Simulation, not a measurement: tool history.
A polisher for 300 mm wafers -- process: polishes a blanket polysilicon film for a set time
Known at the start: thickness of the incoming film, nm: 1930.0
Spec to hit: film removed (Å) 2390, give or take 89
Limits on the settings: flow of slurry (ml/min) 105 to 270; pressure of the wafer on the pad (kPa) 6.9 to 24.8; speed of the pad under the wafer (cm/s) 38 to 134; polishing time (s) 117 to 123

run,hour,flow of slurry (ml/min),pressure of the wafer on the pad (kPa),speed of the pad under the wafer (cm/s),polishing time (s),film removed (Å)
1,0,175,15.9,86,117,6337.5
2,6.1,170,13.8,78,117,5199.8
3,7.2,170,13.8,78,117,5076.2
4,15.9,165,11.7,70,117,3919.1
5,19.6,160,10.3,68,117,3453.3
6,24.5,160,10.3,68,117,3393.7
7,31.3,155,9.7,66,117,3114.3
8,35.1,150,9,66,117,2793.4
9,43.7,140,9,66,117,2862.6
10,51.4,135,8.3,66,117,2606.2
11,55.1,130,8.3,66,117,2607.5
12,61.9,130,6.9,66,117,2191.5
13,66.6,135,6.9,66,117,2198.6
14,70.4,140,6.9,66,117,2218.4

Consider the 5 candidate settings below. Which is the only one whose results all fall within their allowed miss of target?
A,74.2,220,8.3,52,123,?
B,74.2,105,11.7,38,118,?
C,74.2,150,9.7,42,123,?
D,74.2,145,10.3,42,117,?
E,74.2,135,6.9,66,117,?

move,film removed (Å)
A,2355.3
B,2167.6
C,2162.1
D,2185.5
E,2183.2
A: each result inside its tolerance
B: moves away from the targets compared with the last run
C: moves away from the targets compared with the last run
D: moves away from the targets compared with the last run
E: moves away from the targets compared with the last run
The right move is A.

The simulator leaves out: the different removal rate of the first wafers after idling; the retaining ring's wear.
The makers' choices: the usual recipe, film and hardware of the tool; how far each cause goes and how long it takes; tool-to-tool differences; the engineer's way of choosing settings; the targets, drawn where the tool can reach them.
